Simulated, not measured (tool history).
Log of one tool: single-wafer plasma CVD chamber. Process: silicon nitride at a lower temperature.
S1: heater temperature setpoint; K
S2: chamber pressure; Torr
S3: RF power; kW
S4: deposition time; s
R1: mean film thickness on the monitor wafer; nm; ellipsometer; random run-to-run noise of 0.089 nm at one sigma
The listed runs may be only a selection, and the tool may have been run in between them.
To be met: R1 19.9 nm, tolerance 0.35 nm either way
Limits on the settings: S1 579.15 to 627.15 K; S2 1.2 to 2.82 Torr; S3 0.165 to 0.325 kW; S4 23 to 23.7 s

run,hour,S1,S2,S3,S4,R1
1,0,603.15,2.01,0.245,23,24.053
2,8.1,610.15,2.01,0.245,23,23.86
3,8.9,610.15,2.01,0.26,23,24.921
4,14.9,610.15,1.85,0.25,23,23.708
5,19.5,610.15,1.72,0.24,23,22.779
6,24.6,610.15,1.62,0.235,23,22.219
7,31.2,610.15,1.54,0.23,23,21.711
8,32.8,610.15,1.47,0.225,23,20.95
9,36.5,610.15,1.42,0.225,23,21.041
10,44.1,610.15,1.24,0.21,23,19.399
11,48.5,610.15,1.24,0.21,23,19.341
12,49.9,610.15,1.28,0.21,23,19.328

Of the 5 settings listed for the next run, only one would bring every result within its allowed miss of target. Which one?
A,51.3,625.15,1.45,0.185,23.7,?
B,51.3,606.15,1.41,0.19,23.5,?
C,51.3,611.15,1.33,0.195,23.3,?
D,51.3,619.15,1.21,0.21,23.7,?
E,51.3,607.15,1.3,0.195,23.7,?

move,R1
A,18.66
B,18.887
C,18.834
D,19.801
E,19.092
A: the biggest miss grows against the last run
B: the biggest miss grows against the last run
C: the biggest miss grows against the last run
D: all results in spec
E: the biggest miss grows against the last run
The right move is D.

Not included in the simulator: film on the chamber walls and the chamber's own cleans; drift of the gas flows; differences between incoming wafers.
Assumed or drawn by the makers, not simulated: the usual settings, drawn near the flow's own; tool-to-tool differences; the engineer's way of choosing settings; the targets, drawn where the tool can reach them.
